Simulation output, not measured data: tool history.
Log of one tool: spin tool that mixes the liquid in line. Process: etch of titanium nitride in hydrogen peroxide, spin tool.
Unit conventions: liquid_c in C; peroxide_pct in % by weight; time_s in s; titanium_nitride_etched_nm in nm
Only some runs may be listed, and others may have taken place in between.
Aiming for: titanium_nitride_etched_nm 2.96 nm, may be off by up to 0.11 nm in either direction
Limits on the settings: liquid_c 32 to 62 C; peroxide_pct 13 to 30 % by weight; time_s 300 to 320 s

Run 1, day 0: liquid_c 46 C, peroxide_pct 25 % by weight, time_s 300 s. Result: titanium_nitride_etched_nm 6.2856 nm.
Run 2, day 0.121: liquid_c 39.5 C, peroxide_pct 25 % by weight, time_s 300 s. Result: titanium_nitride_etched_nm 3.8808 nm.
Run 3, day 0.192: liquid_c 39.5 C, peroxide_pct 25 % by weight, time_s 300 s. Result: titanium_nitride_etched_nm 3.832 nm.
Run 4, day 0.529: liquid_c 39.5 C, peroxide_pct 28 % by weight, time_s 300 s. Result: titanium_nitride_etched_nm 3.9928 nm.
Run 5, day 0.812: liquid_c 38.5 C, peroxide_pct 28 % by weight, time_s 300 s. Result: titanium_nitride_etched_nm 3.6592 nm.
Run 6, day 1.083: liquid_c 37.5 C, peroxide_pct 28 % by weight, time_s 300 s. Result: titanium_nitride_etched_nm 3.4045 nm.
Run 7, day 1.425: liquid_c 37 C, peroxide_pct 28 % by weight, time_s 300 s. Result: titanium_nitride_etched_nm 3.274 nm.
Run 8, day 1.792: liquid_c 36.5 C, peroxide_pct 28 % by weight, time_s 300 s. Result: titanium_nitride_etched_nm 3.1263 nm.

Consider the 4 candidate settings below. Which is the only one whose results all fall within their allowed miss of target?
Run A, day 2.158: liquid_c 35.5 C, peroxide_pct 28 % by weight, time_s 310 s. Result: titanium_nitride_etched_nm ?.
Run B, day 2.158: liquid_c 36.5 C, peroxide_pct 27 % by weight, time_s 320 s. Result: titanium_nitride_etched_nm ?.
Run C, day 2.158: liquid_c 35 C, peroxide_pct 24 % by weight, time_s 300 s. Result: titanium_nitride_etched_nm ?.
Run D, day 2.158: liquid_c 34 C, peroxide_pct 28 % by weight, time_s 315 s. Result: titanium_nitride_etched_nm ?.

move  titanium_nitride_etched_nm
   A                      2.9639
   B                      3.2844
   C                      2.6653
   D                      2.6729
A: all results land within tolerance of their targets
B: its largest miss is bigger than the last run's
C: the result that was furthest off in the last run now lies on the other side of its target
D: the result that was furthest off in the last run now lies on the other side of its target
The right move is A.
